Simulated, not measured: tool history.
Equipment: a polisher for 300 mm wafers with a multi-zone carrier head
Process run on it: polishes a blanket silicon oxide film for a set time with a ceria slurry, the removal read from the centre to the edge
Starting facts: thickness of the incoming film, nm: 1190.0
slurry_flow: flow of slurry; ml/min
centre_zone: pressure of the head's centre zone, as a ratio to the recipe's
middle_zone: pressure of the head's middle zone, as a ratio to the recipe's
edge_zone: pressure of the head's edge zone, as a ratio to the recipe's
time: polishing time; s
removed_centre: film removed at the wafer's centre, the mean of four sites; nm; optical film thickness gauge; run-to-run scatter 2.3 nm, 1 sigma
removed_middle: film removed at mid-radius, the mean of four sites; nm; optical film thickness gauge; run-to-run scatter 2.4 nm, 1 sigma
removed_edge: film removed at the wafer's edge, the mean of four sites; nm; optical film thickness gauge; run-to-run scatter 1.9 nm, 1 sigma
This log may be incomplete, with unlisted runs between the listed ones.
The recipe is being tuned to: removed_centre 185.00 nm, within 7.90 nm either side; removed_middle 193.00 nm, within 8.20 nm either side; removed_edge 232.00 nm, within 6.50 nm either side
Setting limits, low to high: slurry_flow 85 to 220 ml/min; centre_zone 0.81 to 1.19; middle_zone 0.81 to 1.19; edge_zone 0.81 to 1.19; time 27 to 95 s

| run | hour | slurry_flow | centre_zone | middle_zone | edge_zone | time | removed_centre | removed_middle | removed_edge |
|---|---|---|---|---|---|---|---|---|---|
| 1 | 0.0 | 140 | 1.00 | 1.00 | 1.00 | 61 | 372.07 | 383.95 | 377.51 |
| 2 | 6.0 | 140 | 0.93 | 1.00 | 1.00 | 61 | 357.87 | 379.69 | 376.73 |
| 3 | 13.6 | 140 | 0.93 | 0.92 | 1.00 | 61 | 347.91 | 349.31 | 375.04 |
| 4 | 21.0 | 130 | 0.90 | 0.91 | 1.01 | 55 | 299.49 | 314.43 | 338.70 |
| 5 | 24.5 | 130 | 0.90 | 0.91 | 1.08 | 55 | 296.74 | 305.62 | 350.66 |
| 6 | 29.2 | 130 | 0.90 | 0.95 | 1.08 | 55 | 294.49 | 322.16 | 348.50 |
| 7 | 31.1 | 125 | 0.89 | 0.92 | 1.07 | 50 | 267.09 | 276.06 | 318.10 |
| 8 | 37.0 | 120 | 0.87 | 0.92 | 1.06 | 47 | 239.68 | 264.73 | 294.50 |
| 9 | 42.6 | 115 | 0.87 | 0.90 | 1.05 | 45 | 231.91 | 251.13 | 280.34 |
| 10 | 50.0 | 110 | 0.87 | 0.88 | 1.05 | 43 | 213.46 | 231.11 | 262.58 |

Which single option among these 5 for the next run brings every result within its allowed miss of target? Just one does.
| A | 57.4 | 115 | 0.86 | 0.87 | 1.11 | 37 | ? | ? | ? |
| B | 57.4 | 140 | 1.12 | 1.03 | 0.81 | 38 | ? | ? | ? |
| C | 57.4 | 135 | 1.05 | 0.81 | 1.07 | 43 | ? | ? | ? |
| D | 57.4 | 125 | 0.92 | 0.86 | 1.05 | 47 | ? | ? | ? |
| E | 57.4 | 110 | 0.96 | 0.81 | 1.19 | 44 | ? | ? | ? |

| move | removed_centre | removed_middle | removed_edge |
|---|---|---|---|
| A | 183.21 | 195.43 | 236.84 |
| B | 255.25 | 238.88 | 218.13 |
| C | 268.56 | 221.24 | 276.94 |
| D | 253.50 | 250.07 | 296.85 |
| E | 240.13 | 217.43 | 289.35 |
A: every result lands within tolerance
B: takes the biggest miss from the last run beyond its target
C: the biggest miss grows against the last run
D: the biggest miss grows against the last run
E: the biggest miss grows against the last run
A meets every target.

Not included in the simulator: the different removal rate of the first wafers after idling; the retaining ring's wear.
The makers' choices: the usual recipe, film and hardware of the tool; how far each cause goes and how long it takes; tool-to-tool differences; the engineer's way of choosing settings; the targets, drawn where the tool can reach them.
